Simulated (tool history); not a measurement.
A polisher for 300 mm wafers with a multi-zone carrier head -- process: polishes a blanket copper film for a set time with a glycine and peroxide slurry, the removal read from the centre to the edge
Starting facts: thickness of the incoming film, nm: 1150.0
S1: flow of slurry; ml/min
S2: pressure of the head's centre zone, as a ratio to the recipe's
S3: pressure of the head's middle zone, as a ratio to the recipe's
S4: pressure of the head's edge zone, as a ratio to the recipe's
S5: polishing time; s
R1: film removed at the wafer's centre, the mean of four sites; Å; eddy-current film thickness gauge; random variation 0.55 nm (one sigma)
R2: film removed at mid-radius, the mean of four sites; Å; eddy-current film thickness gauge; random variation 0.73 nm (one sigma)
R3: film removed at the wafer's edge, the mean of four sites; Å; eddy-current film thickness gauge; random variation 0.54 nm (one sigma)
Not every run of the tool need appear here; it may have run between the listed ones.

run  hour   S1    S2    S3    S4  S5      R1      R2      R3
  1     0  130     1     1     1  34  979.25  986.69   979.9
  2   8.5  125  1.01  0.98  0.98  33  939.45  943.72  945.75
  3  10.1  125  1.03  0.97  0.97  32  939.45  890.46  914.57
  4  12.4  125  1.08  0.97  0.97  32  979.68  887.08  931.14
  5  14.2  125  1.08  0.97     1  32  996.48  895.72  924.56
  6  19.2  125  1.09  0.96     1  31  959.21  850.56  907.17
  7  23.4  125   1.1  0.96  0.99  30  936.77  823.99   866.6
  8  30.4  125  1.11  0.95  0.98  30  949.72   815.2  859.97

What does the tool deliver on the next run?
     38.9  -- worn pad replaced by a new one
  9  38.9  125  1.11  0.94  0.97  30   ?   ?   ?

Run 9 gave R1 1077.5 Å, R2 928.92 Å, R3 967.24 Å.
